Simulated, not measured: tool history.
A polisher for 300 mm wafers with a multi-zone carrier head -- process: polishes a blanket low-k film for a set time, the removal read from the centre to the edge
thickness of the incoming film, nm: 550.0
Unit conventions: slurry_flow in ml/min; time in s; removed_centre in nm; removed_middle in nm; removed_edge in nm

| run | hour | slurry_flow | centre_zone | middle_zone | edge_zone | slurry_solids | time | removed_centre | removed_middle | removed_edge |
|---|---|---|---|---|---|---|---|---|---|---|
| 1 | 0 | 130 | 1 | 1 | 1 | 1 | 67 | 38.784 | 38.786 | 38.61 |
| 2 | 6.3 | 130 | 1.08 | 1 | 1 | 1 | 67 | 42.142 | 38.369 | 38.819 |
| 3 | 12.7 | 130 | 1.08 | 1 | 1 | 0.85 | 67 | 39.558 | 36.918 | 36.945 |
| 4 | 21.1 | 130 | 1.08 | 1 | 1 | 0.85 | 61 | 36.04 | 33.59 | 33.726 |
| 5 | 28.2 | 130 | 1.01 | 1 | 1 | 0.85 | 61 | 33.989 | 33.504 | 33.08 |
| 6 | 29.6 | 125 | 1.03 | 0.97 | 0.97 | 0.8 | 60 | 33.056 | 31.671 | 31.309 |
| 7 | 33.2 | 120 | 1.05 | 0.94 | 0.96 | 0.75 | 59 | 32.039 | 29.487 | 30.77 |
| 8 | 42 | 120 | 1.07 | 0.93 | 0.94 | 0.7 | 57 | 30.326 | 27.423 | 27.905 |
| 9 | 45.2 | 115 | 1.08 | 0.91 | 0.92 | 0.7 | 57 | 31.063 | 26.532 | 26.793 |
| 10 | 50.1 | 110 | 1.08 | 0.9 | 0.92 | 0.7 | 57 | 29.65 | 25.99 | 27.167 |
| 11 | 54.5 | 105 | 1.09 | 0.89 | 0.91 | 0.7 | 57 | 29.809 | 24.732 | 27.093 |
| 12 | 60.9 | 105 | 1.09 | 0.89 | 0.9 | 0.7 | 57 | 30.025 | 25.271 | 26.854 |
| 13 | 68.3 | 100 | 1.1 | 0.88 | 0.89 | 0.7 | 57 | 29.962 | 24.36 | 26.356 |
| 14 | 75.5 | 100 | 1.1 | 0.88 | 0.88 | 0.7 | 57 | 29.771 | 24.467 | 26.509 |
| 15 | 80.4 | 100 | 1.11 | 0.88 | 0.87 | 0.7 | 57 | 29.69 | 24.554 | 25.454 |
| 16 | 84.7 | 95 | 1.11 | 0.88 | 0.87 | 0.7 | 57 | 29.772 | 23.942 | 26.116 |
| 17 | 88.1 | 95 | 1.11 | 0.88 | 0.86 | 0.7 | 57 | 28.785 | 24.299 | 25.86 |
| 18 | 89 | 95 | 1.12 | 0.88 | 0.85 | 0.7 | 57 | 29.68 | 24.262 | 25.67 |

What does the tool deliver on the next run?
| 19 | 97.3 | 95 | 1.12 | 0.88 | 0.85 | 0.7 | 57 | ? | ? | ? |

removed_centre: 30.125 nm
removed_middle: 23.735 nm
removed_edge: 25.203 nm
